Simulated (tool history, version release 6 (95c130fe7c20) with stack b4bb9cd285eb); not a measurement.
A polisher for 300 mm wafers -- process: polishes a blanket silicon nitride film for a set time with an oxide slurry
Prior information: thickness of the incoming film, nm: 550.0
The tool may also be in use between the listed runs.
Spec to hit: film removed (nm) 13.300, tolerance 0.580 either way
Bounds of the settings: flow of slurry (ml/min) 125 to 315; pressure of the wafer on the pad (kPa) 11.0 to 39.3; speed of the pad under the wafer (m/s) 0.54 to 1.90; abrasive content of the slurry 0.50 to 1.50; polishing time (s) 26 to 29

| run | day | flow of slurry (ml/min) | pressure of the wafer on the pad (kPa) | speed of the pad under the wafer (m/s) | abrasive content of the slurry | polishing time (s) | film removed (nm) |
|---|---|---|---|---|---|---|---|
| 1 | 0.000 | 205 | 24.8 | 1.22 | 1.00 | 29 | 18.239 |
| 2 | 0.254 | 205 | 20.7 | 1.22 | 1.00 | 29 | 15.451 |
| 3 | 0.575 | 205 | 20.7 | 1.22 | 1.20 | 29 | 16.851 |
| 4 | 0.729 | 160 | 20.7 | 1.22 | 1.20 | 29 | 16.410 |
| 5 | 0.788 | 160 | 20.7 | 1.50 | 1.20 | 29 | 19.069 |
| 6 | 1.129 | 160 | 20.0 | 1.50 | 1.20 | 29 | 18.822 |
|  | 1.342 | slurry nozzle cleaned |
| 7 | 1.342 | 160 | 19.3 | 1.50 | 1.20 | 29 | 18.356 |
| 8 | 1.704 | 160 | 18.6 | 1.50 | 1.20 | 29 | 17.792 |
| 9 | 1.783 | 160 | 17.9 | 1.50 | 1.20 | 29 | 16.988 |
| 10 | 2.029 | 160 | 11.7 | 1.48 | 1.20 | 29 | 11.860 |

Which of these 5 next moves meets every target?
| A | 2.275 | 140 | 13.8 | 1.48 | 1.20 | 29 | ? |
| B | 2.275 | 230 | 14.5 | 1.60 | 1.20 | 28 | ? |
| C | 2.275 | 150 | 11.7 | 1.42 | 1.25 | 28 | ? |
| D | 2.275 | 150 | 12.4 | 1.26 | 1.35 | 29 | ? |
| E | 2.275 | 125 | 15.2 | 1.70 | 1.25 | 28 | ? |

| move | film removed (nm) |
|---|---|
| A | 13.399 |
| B | 15.522 |
| C | 11.358 |
| D | 11.598 |
| E | 15.398 |
A: all results in spec
B: carries the result that was furthest off beyond its target, to the other side
C: misses by more than the last run did
D: misses by more than the last run did
E: carries the result that was furthest off beyond its target, to the other side
The move that meets every target is A.

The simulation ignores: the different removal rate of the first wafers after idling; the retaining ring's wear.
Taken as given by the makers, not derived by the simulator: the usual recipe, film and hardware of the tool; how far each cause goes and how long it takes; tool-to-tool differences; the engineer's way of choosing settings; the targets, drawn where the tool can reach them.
